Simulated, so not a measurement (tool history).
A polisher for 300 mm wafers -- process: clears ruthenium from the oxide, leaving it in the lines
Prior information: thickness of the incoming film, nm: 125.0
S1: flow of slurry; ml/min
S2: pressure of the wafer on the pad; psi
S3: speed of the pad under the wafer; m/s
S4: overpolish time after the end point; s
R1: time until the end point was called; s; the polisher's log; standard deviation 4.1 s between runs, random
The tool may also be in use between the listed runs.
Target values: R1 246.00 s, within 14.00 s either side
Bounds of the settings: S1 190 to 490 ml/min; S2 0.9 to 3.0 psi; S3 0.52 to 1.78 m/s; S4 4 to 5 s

run,day,S1,S2,S3,S4,R1
1,0.000,315,1.9,1.14,5,100.90
2,0.183,315,1.9,0.94,5,122.14
3,0.538,315,1.6,0.88,5,156.08
4,0.704,370,1.6,0.88,5,150.77
5,0.892,370,1.4,0.86,5,175.38
6,1.133,370,1.4,1.00,5,152.31
7,1.212,370,1.3,0.94,5,176.12
8,1.275,370,1.2,0.92,5,191.62
9,1.408,370,1.1,0.90,5,212.06

Of the 5 settings listed for the next run, only one would bring every result within its allowed miss of target. Which one?
A,1.542,365,0.9,1.12,4,?
B,1.542,380,1.2,0.94,5,?
C,1.542,360,1.4,0.76,4,?
D,1.542,375,1.1,0.76,5,?
E,1.542,315,1.1,1.00,4,?

move,R1
A,212.98
B,190.22
C,200.10
D,251.11
E,198.27
A: about the same distance from the targets as the last run
B: moves away from the targets compared with the last run
C: moves away from the targets compared with the last run
D: in spec on every target
E: moves away from the targets compared with the last run
The right move is D.

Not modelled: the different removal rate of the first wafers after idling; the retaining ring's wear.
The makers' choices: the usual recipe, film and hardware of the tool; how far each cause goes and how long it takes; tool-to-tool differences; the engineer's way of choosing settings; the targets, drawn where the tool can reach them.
